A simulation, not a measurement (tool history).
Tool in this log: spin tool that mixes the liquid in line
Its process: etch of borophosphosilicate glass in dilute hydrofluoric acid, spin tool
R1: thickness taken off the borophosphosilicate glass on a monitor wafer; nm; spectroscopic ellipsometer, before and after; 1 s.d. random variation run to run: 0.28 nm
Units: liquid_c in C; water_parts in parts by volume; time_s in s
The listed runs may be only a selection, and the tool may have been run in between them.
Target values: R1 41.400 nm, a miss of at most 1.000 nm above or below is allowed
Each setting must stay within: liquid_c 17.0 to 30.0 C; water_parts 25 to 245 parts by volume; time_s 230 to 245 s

run 1 hour=0.0 | liquid_c=22.0 water_parts=135 time_s=230 | R1=50.016
run 2 hour=8.0 | liquid_c=22.0 water_parts=135 time_s=245 | R1=53.795
run 3 hour=15.8 | liquid_c=20.5 water_parts=140 time_s=245 | R1=48.271
run 4 hour=18.3 | liquid_c=20.5 water_parts=175 time_s=245 | R1=37.264
run 5 hour=26.9 | liquid_c=20.5 water_parts=175 time_s=245 | R1=37.202
run 6 hour=30.4 | liquid_c=20.5 water_parts=135 time_s=245 | R1=50.518
run 7 hour=34.4 | liquid_c=19.5 water_parts=135 time_s=245 | R1=48.268
run 8 hour=38.4 | liquid_c=19.0 water_parts=135 time_s=245 | R1=47.755
run 9 hour=46.4 | liquid_c=19.0 water_parts=135 time_s=245 | R1=47.522
run 10 hour=54.5 | liquid_c=18.5 water_parts=135 time_s=245 | R1=46.273
run 11 hour=56.8 | liquid_c=18.5 water_parts=135 time_s=245 | R1=46.528
run 12 hour=61.6 | liquid_c=18.0 water_parts=135 time_s=245 | R1=45.857
run 13 hour=69.8 | liquid_c=17.0 water_parts=145 time_s=245 | R1=40.163

Exactly one of the 5 candidate moves below puts every result within its allowed miss. Which one?
run A hour=78.0 | liquid_c=17.5 water_parts=140 time_s=245 | R1=?
run B hour=78.0 | liquid_c=17.0 water_parts=135 time_s=230 | R1=?
run C hour=78.0 | liquid_c=17.0 water_parts=135 time_s=240 | R1=?
run D hour=78.0 | liquid_c=17.0 water_parts=130 time_s=240 | R1=?
run E hour=78.0 | liquid_c=17.0 water_parts=130 time_s=230 | R1=?

move=A R1=42.904
move=B R1=41.121
move=C R1=42.909
move=D R1=44.781
move=E R1=42.915
A: moves the result that the last run missed by most past its target, out the other side
B: all results land within tolerance of their targets
C: moves the result that the last run missed by most past its target, out the other side
D: moves the result that the last run missed by most past its target, out the other side
E: moves the result that the last run missed by most past its target, out the other side
Move B is the one to make.

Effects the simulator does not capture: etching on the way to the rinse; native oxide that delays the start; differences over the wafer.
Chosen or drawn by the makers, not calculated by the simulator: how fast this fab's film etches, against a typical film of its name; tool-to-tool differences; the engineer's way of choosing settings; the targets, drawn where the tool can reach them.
